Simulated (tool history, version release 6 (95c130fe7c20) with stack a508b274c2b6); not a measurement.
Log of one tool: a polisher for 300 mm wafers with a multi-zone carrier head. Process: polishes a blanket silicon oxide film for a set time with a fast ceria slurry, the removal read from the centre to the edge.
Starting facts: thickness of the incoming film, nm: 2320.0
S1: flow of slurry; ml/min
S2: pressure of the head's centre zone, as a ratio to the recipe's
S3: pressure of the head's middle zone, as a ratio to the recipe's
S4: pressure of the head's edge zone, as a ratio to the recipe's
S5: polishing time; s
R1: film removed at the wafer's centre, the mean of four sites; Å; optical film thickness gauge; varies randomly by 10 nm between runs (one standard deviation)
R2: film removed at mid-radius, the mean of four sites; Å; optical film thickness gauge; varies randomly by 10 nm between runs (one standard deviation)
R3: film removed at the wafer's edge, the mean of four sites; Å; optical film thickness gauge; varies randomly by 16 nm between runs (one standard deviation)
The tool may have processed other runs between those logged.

run	hour	S1	S2	S3	S4	S5	R1	R2	R3
1	0.0	185	1.00	1.00	1.00	67	9706.9	9895.6	9674.5
2	5.3	190	1.00	1.01	1.02	68	10169.0	10037.0	9944.0
3	7.4	190	0.99	1.02	1.03	69	9998.9	10254.0	10276.0
4	15.6	190	0.99	1.02	1.03	60	8920.8	8903.9	8755.5
5	17.9	190	0.99	1.03	1.04	62	9050.8	9545.5	9239.2
6	25.3	190	0.99	1.03	0.97	62	9266.5	9372.9	9022.5

Run 7 has not been measured yet. What should we expect?
7	28.6	195	0.99	1.04	0.98	64	?	?	?

R1: 9536.9 Å
R2: 9782.3 Å
R3: 9468.4 Å
